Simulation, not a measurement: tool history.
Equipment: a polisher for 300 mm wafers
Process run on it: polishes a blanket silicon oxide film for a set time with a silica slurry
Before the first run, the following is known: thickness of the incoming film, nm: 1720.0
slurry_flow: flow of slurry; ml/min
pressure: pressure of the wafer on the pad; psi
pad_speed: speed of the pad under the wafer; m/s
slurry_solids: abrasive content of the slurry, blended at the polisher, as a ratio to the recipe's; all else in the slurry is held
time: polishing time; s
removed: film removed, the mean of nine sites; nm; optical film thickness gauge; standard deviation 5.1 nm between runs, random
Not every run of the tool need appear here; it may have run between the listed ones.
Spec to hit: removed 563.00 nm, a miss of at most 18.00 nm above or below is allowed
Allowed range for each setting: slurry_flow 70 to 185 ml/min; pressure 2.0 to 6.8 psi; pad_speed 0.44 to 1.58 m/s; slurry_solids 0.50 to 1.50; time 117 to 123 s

Run 1, day 0.000: slurry_flow 120 ml/min, pressure 4.4 psi, pad_speed 1.00 m/s, slurry_solids 1.00, time 117 s. Result: removed 373.91 nm.
Run 2, day 0.108: slurry_flow 120 ml/min, pressure 3.7 psi, pad_speed 1.00 m/s, slurry_solids 1.00, time 117 s. Result: removed 317.07 nm.
Run 3, day 0.158: slurry_flow 125 ml/min, pressure 4.3 psi, pad_speed 1.00 m/s, slurry_solids 1.00, time 117 s. Result: removed 369.13 nm.
Run 4, day 0.246: slurry_flow 125 ml/min, pressure 4.3 psi, pad_speed 1.00 m/s, slurry_solids 1.00, time 117 s. Result: removed 375.47 nm.
Run 5, day 0.579: slurry_flow 135 ml/min, pressure 4.6 psi, pad_speed 1.00 m/s, slurry_solids 1.00, time 117 s. Result: removed 406.05 nm.
Run 6, day 0.654: slurry_flow 140 ml/min, pressure 4.9 psi, pad_speed 1.00 m/s, slurry_solids 1.00, time 117 s. Result: removed 431.27 nm.
Run 7, day 0.954: slurry_flow 145 ml/min, pressure 5.2 psi, pad_speed 1.00 m/s, slurry_solids 1.00, time 117 s. Result: removed 453.00 nm.
Run 8, day 0.996: slurry_flow 145 ml/min, pressure 5.5 psi, pad_speed 1.00 m/s, slurry_solids 1.00, time 117 s. Result: removed 493.04 nm.
Run 9, day 1.104: slurry_flow 145 ml/min, pressure 5.6 psi, pad_speed 1.00 m/s, slurry_solids 1.00, time 117 s. Result: removed 494.83 nm.

Which one of the following 4 next-run settings gets every result inside its allowed miss? There is exactly one.
Run A, day 1.212: slurry_flow 140 ml/min, pressure 6.8 psi, pad_speed 0.92 m/s, slurry_solids 1.15, time 120 s. Result: removed ?.
Run B, day 1.212: slurry_flow 145 ml/min, pressure 5.0 psi, pad_speed 0.86 m/s, slurry_solids 1.15, time 117 s. Result: removed ?.
Run C, day 1.212: slurry_flow 165 ml/min, pressure 5.9 psi, pad_speed 0.98 m/s, slurry_solids 0.95, time 118 s. Result: removed ?.
Run D, day 1.212: slurry_flow 140 ml/min, pressure 6.2 psi, pad_speed 1.06 m/s, slurry_solids 0.95, time 118 s. Result: removed ?.

move  removed
   A   607.72
   B   418.53
   C   509.41
   D   552.81
A: carries the result that was furthest off beyond its target, to the other side
B: its largest miss is bigger than the last run's
C: better than the last run, though not everything is in spec
D: meets every target
The right move is D.
